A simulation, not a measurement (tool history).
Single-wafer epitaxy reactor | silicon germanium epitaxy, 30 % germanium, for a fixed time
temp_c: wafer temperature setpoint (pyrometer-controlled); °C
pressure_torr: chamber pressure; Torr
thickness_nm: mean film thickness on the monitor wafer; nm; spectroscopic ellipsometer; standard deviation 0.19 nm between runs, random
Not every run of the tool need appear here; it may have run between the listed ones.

run,hour,temp_c,pressure_torr,thickness_nm
1,0.0,600,16.8,55.147
2,5.2,600,13.9,50.740
3,13.4,603,14.0,54.130
4,22.1,606,14.0,57.622
5,26.0,613,14.0,66.314
6,29.5,614,14.0,67.752
7,32.0,615,14.0,69.442
8,40.8,615,14.0,69.300
9,42.8,616,14.0,70.632

What does the tool deliver on the next run?
10,44.0,616,14.0,?

Run 10 gave thickness_nm 70.296 nm.
